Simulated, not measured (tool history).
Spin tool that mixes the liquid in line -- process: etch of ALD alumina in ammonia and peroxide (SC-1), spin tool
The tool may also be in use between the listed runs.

| run | day | temperature setpoint of the liquid (K) | parts of 29 % ammonia solution to one part of 30 % peroxide (parts by volume) | time under the liquid (s) | thickness taken off the ALD alumina on a monitor wafer (nm) |
|---|---|---|---|---|---|
| 1 | 0.000 | 321.15 | 0.50 | 200 | 7.0667 |
| 2 | 0.133 | 327.15 | 0.50 | 200 | 9.7889 |
| 3 | 0.450 | 328.15 | 0.50 | 200 | 10.3870 |
| 4 | 0.788 | 328.15 | 0.35 | 200 | 9.9028 |
| 5 | 0.850 | 328.15 | 0.35 | 215 | 10.8610 |
| 6 | 1.096 | 329.15 | 0.35 | 215 | 11.3400 |
| 7 | 1.221 | 330.15 | 0.35 | 215 | 11.9710 |
| 8 | 1.442 | 330.65 | 0.35 | 215 | 12.2240 |
| 9 | 1.700 | 331.15 | 0.35 | 215 | 12.5370 |
| 10 | 1.992 | 331.65 | 0.35 | 215 | 12.9070 |
| 11 | 2.146 | 332.15 | 0.35 | 215 | 13.2420 |

Predict the results of run 12:
| 12 | 2.433 | 332.65 | 0.35 | 215 | ? |

thickness taken off the ALD alumina on a monitor wafer (nm): 13.5250

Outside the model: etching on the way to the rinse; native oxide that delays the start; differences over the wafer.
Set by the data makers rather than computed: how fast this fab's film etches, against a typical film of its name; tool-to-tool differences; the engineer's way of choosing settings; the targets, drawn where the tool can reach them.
